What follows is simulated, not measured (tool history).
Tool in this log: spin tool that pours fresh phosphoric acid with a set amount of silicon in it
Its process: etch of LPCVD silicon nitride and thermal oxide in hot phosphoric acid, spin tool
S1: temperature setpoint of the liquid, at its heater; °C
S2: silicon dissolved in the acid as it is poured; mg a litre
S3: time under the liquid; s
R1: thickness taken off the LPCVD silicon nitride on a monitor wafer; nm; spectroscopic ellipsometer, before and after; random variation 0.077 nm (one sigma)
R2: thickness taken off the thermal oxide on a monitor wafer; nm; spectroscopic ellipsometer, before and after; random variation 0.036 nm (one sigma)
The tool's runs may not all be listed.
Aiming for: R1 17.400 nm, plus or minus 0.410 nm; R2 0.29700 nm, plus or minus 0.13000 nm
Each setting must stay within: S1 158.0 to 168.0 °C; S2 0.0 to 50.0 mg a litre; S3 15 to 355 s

Run 1, hour 0.0: S1 163.0 °C, S2 25.5 mg a litre, S3 180 s. Result: R1 14.004 nm, R2 0.26212 nm.
Run 2, hour 5.4: S1 163.5 °C, S2 26.5 mg a litre, S3 180 s. Result: R1 14.245 nm, R2 0.27631 nm.
Run 3, hour 8.7: S1 163.5 °C, S2 40.0 mg a litre, S3 180 s. Result: R1 14.202 nm, R2 0.13418 nm.
Run 4, hour 16.9: S1 165.5 °C, S2 40.0 mg a litre, S3 180 s. Result: R1 15.318 nm, R2 0.15727 nm.
Run 5, hour 24.1: S1 166.0 °C, S2 38.5 mg a litre, S3 180 s. Result: R1 15.446 nm, R2 0.16800 nm.
Run 6, hour 25.3: S1 166.0 °C, S2 27.5 mg a litre, S3 180 s. Result: R1 15.423 nm, R2 0.23606 nm.
Run 7, hour 28.9: S1 166.0 °C, S2 27.0 mg a litre, S3 180 s. Result: R1 15.491 nm, R2 0.28537 nm.
Run 8, hour 35.7: S1 166.0 °C, S2 27.0 mg a litre, S3 180 s. Result: R1 15.435 nm, R2 0.31554 nm.
Run 9, hour 37.2: S1 168.0 °C, S2 35.0 mg a litre, S3 195 s. Result: R1 17.842 nm, R2 0.22935 nm.
Run 10, hour 39.8: S1 168.0 °C, S2 34.0 mg a litre, S3 195 s. Result: R1 17.853 nm, R2 0.26836 nm.
At hour 45.2: thermometer replaced.
Run 11, hour 45.2: S1 168.0 °C, S2 33.5 mg a litre, S3 195 s. Result: R1 18.989 nm, R2 0.31268 nm.
Run 12, hour 51.4: S1 168.0 °C, S2 33.0 mg a litre, S3 195 s. Result: R1 19.309 nm, R2 0.33475 nm.

Consider the 5 candidate settings below. Which is the only one whose results all fall within their allowed miss of target?
Run A, hour 57.6: S1 167.5 °C, S2 38.0 mg a litre, S3 200 s. Result: R1 ?, R2 ?.
Run B, hour 57.6: S1 168.0 °C, S2 32.5 mg a litre, S3 235 s. Result: R1 ?, R2 ?.
Run C, hour 57.6: S1 168.0 °C, S2 31.5 mg a litre, S3 220 s. Result: R1 ?, R2 ?.
Run D, hour 57.6: S1 168.0 °C, S2 34.0 mg a litre, S3 175 s. Result: R1 ?, R2 ?.
Run E, hour 57.6: S1 168.0 °C, S2 33.5 mg a litre, S3 220 s. Result: R1 ?, R2 ?.

move      R1       R2
   A  19.424  0.28364
   B  23.196  0.45716
   C  21.715  0.44700
   D  17.274  0.31774
   E  21.715  0.40895
A: misses by more than the last run did
B: misses by more than the last run did
C: misses by more than the last run did
D: every result lands within tolerance
E: misses by more than the last run did
D meets every target.
